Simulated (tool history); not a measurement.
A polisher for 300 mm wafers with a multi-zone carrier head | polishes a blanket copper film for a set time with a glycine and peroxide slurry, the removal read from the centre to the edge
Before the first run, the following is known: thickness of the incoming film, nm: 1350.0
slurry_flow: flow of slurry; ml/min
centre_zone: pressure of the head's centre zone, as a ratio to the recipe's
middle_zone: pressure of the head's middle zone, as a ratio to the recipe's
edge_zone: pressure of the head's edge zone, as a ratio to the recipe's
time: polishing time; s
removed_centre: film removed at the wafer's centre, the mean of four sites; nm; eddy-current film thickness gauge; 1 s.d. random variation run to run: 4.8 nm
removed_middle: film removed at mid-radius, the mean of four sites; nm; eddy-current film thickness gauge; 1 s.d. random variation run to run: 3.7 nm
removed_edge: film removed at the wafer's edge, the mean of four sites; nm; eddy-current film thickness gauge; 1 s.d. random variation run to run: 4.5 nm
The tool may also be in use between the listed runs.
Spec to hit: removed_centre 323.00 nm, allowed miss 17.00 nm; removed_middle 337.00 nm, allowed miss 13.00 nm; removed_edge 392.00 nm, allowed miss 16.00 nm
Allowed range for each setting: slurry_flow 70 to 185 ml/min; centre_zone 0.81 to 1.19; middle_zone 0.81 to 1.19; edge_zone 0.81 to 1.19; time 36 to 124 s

Run 1, hour 0.0: slurry_flow 120 ml/min, centre_zone 1.00, middle_zone 1.00, edge_zone 1.00, time 79 s. Result: removed_centre 532.51 nm, removed_middle 521.87 nm, removed_edge 535.37 nm.
Run 2, hour 8.6: slurry_flow 120 ml/min, centre_zone 1.00, middle_zone 1.00, edge_zone 0.96, time 79 s. Result: removed_centre 520.13 nm, removed_middle 522.68 nm, removed_edge 518.67 nm.
Run 3, hour 14.5: slurry_flow 110 ml/min, centre_zone 0.96, middle_zone 0.95, edge_zone 0.95, time 74 s. Result: removed_centre 466.90 nm, removed_middle 464.52 nm, removed_edge 476.25 nm.
Run 4, hour 18.7: slurry_flow 110 ml/min, centre_zone 0.96, middle_zone 0.95, edge_zone 0.91, time 74 s. Result: removed_centre 478.94 nm, removed_middle 470.75 nm, removed_edge 468.30 nm.
Run 5, hour 23.2: slurry_flow 100 ml/min, centre_zone 0.92, middle_zone 0.92, edge_zone 0.94, time 69 s. Result: removed_centre 419.62 nm, removed_middle 426.64 nm, removed_edge 451.74 nm.
Run 6, hour 32.1: slurry_flow 100 ml/min, centre_zone 0.92, middle_zone 0.92, edge_zone 0.94, time 59 s. Result: removed_centre 357.14 nm, removed_middle 362.73 nm, removed_edge 382.67 nm.
Run 7, hour 39.8: slurry_flow 95 ml/min, centre_zone 0.90, middle_zone 0.90, edge_zone 0.96, time 59 s. Result: removed_centre 350.29 nm, removed_middle 348.78 nm, removed_edge 381.80 nm.
Run 8, hour 48.7: slurry_flow 80 ml/min, centre_zone 0.81, middle_zone 0.89, edge_zone 1.04, time 61 s. Result: removed_centre 313.23 nm, removed_middle 352.72 nm, removed_edge 401.14 nm.

5 next moves are on the table. One of them brings every result within its allowed miss. Which?
Run A, hour 57.6: slurry_flow 110 ml/min, centre_zone 0.98, middle_zone 0.84, edge_zone 0.98, time 57 s. Result: removed_centre ?, removed_middle ?, removed_edge ?.
Run B, hour 57.6: slurry_flow 70 ml/min, centre_zone 0.90, middle_zone 0.94, edge_zone 1.14, time 57 s. Result: removed_centre ?, removed_middle ?, removed_edge ?.
Run C, hour 57.6: slurry_flow 75 ml/min, centre_zone 0.81, middle_zone 0.95, edge_zone 1.08, time 61 s. Result: removed_centre ?, removed_middle ?, removed_edge ?.
Run D, hour 57.6: slurry_flow 70 ml/min, centre_zone 0.83, middle_zone 0.94, edge_zone 1.01, time 62 s. Result: removed_centre ?, removed_middle ?, removed_edge ?.
Run E, hour 57.6: slurry_flow 75 ml/min, centre_zone 0.97, middle_zone 0.85, edge_zone 1.06, time 57 s. Result: removed_centre ?, removed_middle ?, removed_edge ?.

move  removed_centre  removed_middle  removed_edge
   A          366.03          329.46        378.37
   B          314.59          335.14        389.73
   C          310.13          365.30        408.43
   D          318.37          364.73        399.02
   E          340.21          314.36        378.55
A: gets the furthest-off result to its target, but another result is out of tolerance
B: every result lands within tolerance
C: misses by more than the last run did
D: misses by more than the last run did
E: carries the result that was furthest off beyond its target, to the other side
B is the move that brings every result within its allowed miss.
